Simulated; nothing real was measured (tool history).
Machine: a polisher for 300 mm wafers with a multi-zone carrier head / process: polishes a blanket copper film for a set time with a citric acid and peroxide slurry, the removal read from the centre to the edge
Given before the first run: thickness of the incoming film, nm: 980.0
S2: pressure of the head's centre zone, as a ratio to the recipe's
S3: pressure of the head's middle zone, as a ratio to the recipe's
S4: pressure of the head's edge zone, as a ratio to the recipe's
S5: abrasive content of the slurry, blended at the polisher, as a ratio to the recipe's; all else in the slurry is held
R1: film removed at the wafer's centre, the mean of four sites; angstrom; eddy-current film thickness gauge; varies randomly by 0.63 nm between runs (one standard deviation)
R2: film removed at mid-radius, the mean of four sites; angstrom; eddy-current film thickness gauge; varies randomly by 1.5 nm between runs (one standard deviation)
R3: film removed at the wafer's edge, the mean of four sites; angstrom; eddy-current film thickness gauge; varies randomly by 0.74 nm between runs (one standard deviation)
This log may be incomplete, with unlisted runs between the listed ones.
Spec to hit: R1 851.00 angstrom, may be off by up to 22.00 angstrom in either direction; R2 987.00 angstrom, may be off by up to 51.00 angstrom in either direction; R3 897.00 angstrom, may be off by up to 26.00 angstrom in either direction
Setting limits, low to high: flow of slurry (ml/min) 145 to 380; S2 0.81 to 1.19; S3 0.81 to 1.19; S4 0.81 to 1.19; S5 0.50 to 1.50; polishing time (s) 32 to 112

run 1 hour=0.0 | flow_of_slurry_(ml/min)=245 S2=1.00 S3=1.00 S4=1.00 S5=1.00 polishing_time_(s)=72 | R1=1243.20 R2=1238.90 R3=1265.60
run 2 hour=5.4 | flow_of_slurry_(ml/min)=245 S2=1.00 S3=0.94 S4=1.00 S5=1.00 polishing_time_(s)=72 | R1=1239.30 R2=1158.80 R3=1252.50
run 3 hour=12.8 | flow_of_slurry_(ml/min)=245 S2=1.06 S3=0.94 S4=1.00 S5=1.00 polishing_time_(s)=72 | R1=1316.80 R2=1182.50 R3=1257.30
run 4 hour=17.2 | flow_of_slurry_(ml/min)=240 S2=1.03 S3=0.96 S4=0.98 S5=0.90 polishing_time_(s)=70 | R1=1217.20 R2=1118.90 R3=1202.80
run 5 hour=20.3 | flow_of_slurry_(ml/min)=240 S2=1.03 S3=0.96 S4=0.98 S5=0.90 polishing_time_(s)=54 | R1=941.14 R2=883.25 R3=920.08
run 6 hour=29.1 | flow_of_slurry_(ml/min)=235 S2=1.02 S3=0.98 S4=0.97 S5=0.90 polishing_time_(s)=54 | R1=946.91 R2=887.23 R3=911.86
run 7 hour=35.9 | flow_of_slurry_(ml/min)=235 S2=1.00 S3=1.01 S4=0.97 S5=0.90 polishing_time_(s)=54 | R1=918.26 R2=904.34 R3=908.43
run 8 hour=42.1 | flow_of_slurry_(ml/min)=230 S2=0.99 S3=1.03 S4=0.97 S5=0.90 polishing_time_(s)=54 | R1=896.67 R2=891.50 R3=910.93
run 9 hour=49.0 | flow_of_slurry_(ml/min)=235 S2=0.98 S3=1.05 S4=0.96 S5=0.90 polishing_time_(s)=54 | R1=889.03 R2=936.27 R3=915.67
run 10 hour=50.0 | flow_of_slurry_(ml/min)=235 S2=0.98 S3=1.06 S4=0.95 S5=0.90 polishing_time_(s)=54 | R1=882.48 R2=926.94 R3=915.62

Next run, 4 choices. One meets every target within its allowed miss, the rest don't. Which?
run A hour=51.0 | flow_of_slurry_(ml/min)=225 S2=1.06 S3=1.19 S4=0.98 S5=1.05 polishing_time_(s)=53 | R1=? R2=? R3=?
run B hour=51.0 | flow_of_slurry_(ml/min)=270 S2=1.01 S3=0.95 S4=1.00 S5=0.85 polishing_time_(s)=54 | R1=? R2=? R3=?
run C hour=51.0 | flow_of_slurry_(ml/min)=275 S2=0.95 S3=1.19 S4=0.98 S5=0.80 polishing_time_(s)=53 | R1=? R2=? R3=?
run D hour=51.0 | flow_of_slurry_(ml/min)=220 S2=1.02 S3=0.96 S4=1.01 S5=0.80 polishing_time_(s)=52 | R1=? R2=? R3=?

move=A R1=967.47 R2=1013.90 R3=917.05
move=B R1=928.27 R2=870.60 R3=930.39
move=C R1=852.20 R2=995.81 R3=895.58
move=D R1=874.12 R2=819.31 R3=878.08
A: further off than the last run
B: further off than the last run
C: all results in spec
D: further off than the last run
C meets every target.
